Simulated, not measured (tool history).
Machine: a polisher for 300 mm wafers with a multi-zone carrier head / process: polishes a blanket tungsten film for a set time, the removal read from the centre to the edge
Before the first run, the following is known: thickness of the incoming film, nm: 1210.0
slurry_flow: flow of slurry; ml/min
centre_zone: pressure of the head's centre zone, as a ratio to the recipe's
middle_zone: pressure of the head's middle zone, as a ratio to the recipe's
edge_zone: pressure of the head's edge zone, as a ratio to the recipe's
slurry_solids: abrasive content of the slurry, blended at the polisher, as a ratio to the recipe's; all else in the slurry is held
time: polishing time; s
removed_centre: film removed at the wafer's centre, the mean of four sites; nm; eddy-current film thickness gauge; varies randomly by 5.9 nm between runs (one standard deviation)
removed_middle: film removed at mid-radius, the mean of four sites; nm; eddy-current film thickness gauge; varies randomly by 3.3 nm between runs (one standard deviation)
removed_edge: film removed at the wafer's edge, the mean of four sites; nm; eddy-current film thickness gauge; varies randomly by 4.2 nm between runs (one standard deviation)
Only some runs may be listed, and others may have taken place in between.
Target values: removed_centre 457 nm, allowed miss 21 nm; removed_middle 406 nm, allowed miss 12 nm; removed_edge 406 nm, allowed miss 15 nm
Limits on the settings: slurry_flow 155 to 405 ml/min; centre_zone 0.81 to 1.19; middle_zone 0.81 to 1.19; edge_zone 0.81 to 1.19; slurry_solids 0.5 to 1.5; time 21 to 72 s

| run | hour | slurry_flow | centre_zone | middle_zone | edge_zone | slurry_solids | time | removed_centre | removed_middle | removed_edge |
|---|---|---|---|---|---|---|---|---|---|---|
| 1 | 0 | 260 | 1 | 1 | 1 | 1 | 46 | 290.03 | 295.45 | 298.94 |
| 2 | 6.2 | 265 | 1.03 | 1.01 | 1.02 | 1.1 | 47 | 313.32 | 303.29 | 318.79 |
| 3 | 11.7 | 270 | 1.05 | 1.03 | 1.02 | 1.15 | 48 | 335.11 | 326.42 | 331.9 |
| 4 | 16.8 | 270 | 1.05 | 1.03 | 1.02 | 1.25 | 48 | 338.64 | 329.69 | 335.45 |
| 5 | 18.3 | 270 | 1.05 | 1.03 | 1.02 | 1.4 | 48 | 339.51 | 341.73 | 347.51 |
| 6 | 19.2 | 295 | 1.05 | 1.03 | 1.02 | 1.4 | 48 | 352.68 | 340.47 | 351.68 |
| 7 | 20.9 | 305 | 1.07 | 1.05 | 1.03 | 1.4 | 48 | 358.84 | 349.79 | 352.1 |
| 8 | 28.3 | 310 | 1.09 | 1.06 | 1.04 | 1.4 | 49 | 367.19 | 359.59 | 358.32 |

Consider the 5 candidate settings below. Which is the only one whose results all fall within their allowed miss of target?
| A | 35.7 | 330 | 1.17 | 1.02 | 0.99 | 1.3 | 57 | ? | ? | ? |
| B | 35.7 | 315 | 1.19 | 0.83 | 0.98 | 1.2 | 59 | ? | ? | ? |
| C | 35.7 | 280 | 0.94 | 1.11 | 1.03 | 1.35 | 42 | ? | ? | ? |
| D | 35.7 | 315 | 1.01 | 0.98 | 1.11 | 1.4 | 44 | ? | ? | ? |
| E | 35.7 | 215 | 0.89 | 1.09 | 1.05 | 1.45 | 44 | ? | ? | ? |

| move | removed_centre | removed_middle | removed_edge |
|---|---|---|---|
| A | 453.08 | 403.16 | 401.62 |
| B | 464.28 | 343.56 | 405.84 |
| C | 275.31 | 316.97 | 300.05 |
| D | 312.67 | 304.86 | 332.76 |
| E | 269.69 | 321.06 | 314.36 |
A: hits every target within its allowed miss
B: gets the furthest-off result to its target, but another result is out of tolerance
C: lands further from the targets than the last run did
D: lands further from the targets than the last run did
E: lands further from the targets than the last run did
A is the move that brings every result within its allowed miss.
